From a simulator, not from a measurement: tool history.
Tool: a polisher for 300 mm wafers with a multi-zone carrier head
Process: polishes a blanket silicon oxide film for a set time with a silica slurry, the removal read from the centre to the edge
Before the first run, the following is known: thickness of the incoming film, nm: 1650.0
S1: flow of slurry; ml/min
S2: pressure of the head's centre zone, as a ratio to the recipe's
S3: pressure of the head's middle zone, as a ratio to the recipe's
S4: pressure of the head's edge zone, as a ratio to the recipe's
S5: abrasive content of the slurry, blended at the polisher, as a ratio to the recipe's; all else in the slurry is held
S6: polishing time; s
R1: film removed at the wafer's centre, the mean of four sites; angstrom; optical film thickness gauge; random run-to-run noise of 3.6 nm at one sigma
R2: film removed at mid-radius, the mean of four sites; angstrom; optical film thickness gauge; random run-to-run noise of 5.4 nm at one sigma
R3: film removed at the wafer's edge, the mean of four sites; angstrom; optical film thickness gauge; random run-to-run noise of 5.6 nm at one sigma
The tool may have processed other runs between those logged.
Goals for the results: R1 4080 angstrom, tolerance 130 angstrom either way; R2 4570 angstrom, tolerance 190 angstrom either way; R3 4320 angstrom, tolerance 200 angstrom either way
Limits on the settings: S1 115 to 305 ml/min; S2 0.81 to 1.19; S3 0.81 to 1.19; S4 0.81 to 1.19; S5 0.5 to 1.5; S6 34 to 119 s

| run | day | S1 | S2 | S3 | S4 | S5 | S6 | R1 | R2 | R3 |
|---|---|---|---|---|---|---|---|---|---|---|
| 1 | 0 | 195 | 1 | 1 | 1 | 1 | 76 | 2778.5 | 2861.9 | 2962.9 |
| 2 | 0.262 | 195 | 1 | 1 | 1 | 1 | 88 | 3291.1 | 3358.9 | 3430.5 |
| 3 | 0.3 | 195 | 1 | 1 | 0.95 | 1 | 88 | 3287.4 | 3330 | 3316.8 |
| 4 | 0.662 | 195 | 1 | 1 | 0.95 | 1 | 79 | 2909.5 | 3083.7 | 2960.9 |
| 5 | 0.742 | 220 | 1 | 1 | 0.95 | 1 | 79 | 2965 | 3019.4 | 2998.4 |
| 6 | 1.1 | 220 | 1.05 | 1 | 0.95 | 1 | 79 | 3134.2 | 3079.4 | 3025.4 |
|  | 1.2 | edge zone pressure recalibrated |
| 7 | 1.2 | 215 | 1.05 | 1.04 | 0.98 | 1.15 | 80 | 3391.9 | 3418.2 | 3228.2 |
| 8 | 1.408 | 235 | 0.95 | 1.07 | 1.08 | 1.4 | 90 | 3770.1 | 4339.2 | 4111.5 |
| 9 | 1.454 | 240 | 0.96 | 1.07 | 1.09 | 1.4 | 90 | 3840.9 | 4265.8 | 4102.1 |
| 10 | 1.788 | 240 | 0.96 | 1.08 | 1.09 | 1.45 | 90 | 3814.9 | 4440.1 | 4332.9 |
| 11 | 2.004 | 250 | 0.97 | 1.08 | 1.08 | 1.45 | 90 | 3891.3 | 4376.6 | 4227.3 |

Exactly one of the 4 candidate moves below puts every result within its allowed miss. Which one?
| A | 2.221 | 195 | 0.92 | 1.07 | 1.08 | 1.4 | 93 | ? | ? | ? |
| B | 2.221 | 215 | 0.98 | 1.04 | 1.07 | 1.25 | 93 | ? | ? | ? |
| C | 2.221 | 235 | 0.88 | 1.17 | 1.04 | 1.45 | 94 | ? | ? | ? |
| D | 2.221 | 255 | 0.97 | 1.07 | 1.05 | 1.5 | 92 | ? | ? | ? |

| move | R1 | R2 | R3 |
|---|---|---|---|
| A | 3664.3 | 4313.8 | 4246.3 |
| B | 3785.8 | 4075.2 | 4079.6 |
| C | 3690.4 | 4890.2 | 4341.9 |
| D | 4074.7 | 4529.5 | 4360.2 |
A: moves away from the targets compared with the last run
B: moves away from the targets compared with the last run
C: moves away from the targets compared with the last run
D: meets every target
Answer: D

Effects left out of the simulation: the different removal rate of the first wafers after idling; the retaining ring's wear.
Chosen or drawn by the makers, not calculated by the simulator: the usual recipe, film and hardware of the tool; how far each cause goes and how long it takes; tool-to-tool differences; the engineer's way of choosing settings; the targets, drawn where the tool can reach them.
